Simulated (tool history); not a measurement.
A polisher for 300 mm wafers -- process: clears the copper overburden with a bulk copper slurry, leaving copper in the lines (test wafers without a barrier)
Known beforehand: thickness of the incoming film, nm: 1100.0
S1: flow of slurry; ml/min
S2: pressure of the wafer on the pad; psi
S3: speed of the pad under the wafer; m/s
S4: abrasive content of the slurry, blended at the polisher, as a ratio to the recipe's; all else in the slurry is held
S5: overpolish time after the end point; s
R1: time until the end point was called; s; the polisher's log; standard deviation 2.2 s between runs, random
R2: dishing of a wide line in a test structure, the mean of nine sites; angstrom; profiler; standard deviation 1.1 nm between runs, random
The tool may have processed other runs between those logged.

run	hour	S1	S2	S3	S4	S5	R1	R2
1	0	260	1.7	1.2	1	15	173.65	495.77
2	3.1	260	1.7	1.2	1	18	168.56	549.38
3	6.9	260	1.7	1	1	18	201.81	514.71
4	10.7	260	1.7	1	1.1	18	195	505.84
5	16.8	260	1.4	1	1.1	18	230.74	459.23
6	21.8	260	1.2	1	1.1	18	266.8	396.23
7	26.4	260	1.3	1	1.1	18	251.91	413.12
8	31.7	260	1.4	1	1.1	18	230.99	432.42
9	34.6	260	1.5	1	1.1	18	218.77	457.66
10	35.2	260	1.6	1	1.1	18	208.68	491.69
11	40.5	260	1.6	1	1.1	18	209.03	481.14

For run 12, what comes out?
12	48.2	260	1.7	1	1.1	18	?	?

Logged for run 12: R1 201.57 s, R2 516.84 angstrom.

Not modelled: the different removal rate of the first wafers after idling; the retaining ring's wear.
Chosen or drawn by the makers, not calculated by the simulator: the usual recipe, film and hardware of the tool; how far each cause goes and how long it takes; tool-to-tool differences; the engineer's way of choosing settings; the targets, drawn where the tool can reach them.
